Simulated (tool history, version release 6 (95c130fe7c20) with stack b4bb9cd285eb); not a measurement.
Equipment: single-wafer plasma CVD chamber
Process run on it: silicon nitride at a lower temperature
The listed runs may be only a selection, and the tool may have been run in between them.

| run | day | heater temperature setpoint (°C) | chamber pressure (mTorr) | RF power (kW) | deposition time (s) | mean film thickness on the monitor wafer (Å) |
|---|---|---|---|---|---|---|
| 1 | 0.000 | 365 | 1300 | 0.335 | 16.9 | 197.62 |
| 2 | 0.096 | 370 | 1300 | 0.335 | 16.9 | 197.30 |
| 3 | 0.346 | 370 | 1240 | 0.315 | 16.7 | 183.08 |
| 4 | 0.688 | 370 | 1170 | 0.305 | 16.6 | 172.04 |
| 5 | 0.992 | 370 | 1110 | 0.300 | 16.6 | 165.96 |
| 6 | 1.117 | 370 | 1070 | 0.300 | 16.6 | 164.51 |

The next listed run, before its measurement:
| 7 | 1.321 | 370 | 1030 | 0.300 | 16.6 | ? |

{"run 7": {"mean film thickness on the monitor wafer (Å)": 160.8}}

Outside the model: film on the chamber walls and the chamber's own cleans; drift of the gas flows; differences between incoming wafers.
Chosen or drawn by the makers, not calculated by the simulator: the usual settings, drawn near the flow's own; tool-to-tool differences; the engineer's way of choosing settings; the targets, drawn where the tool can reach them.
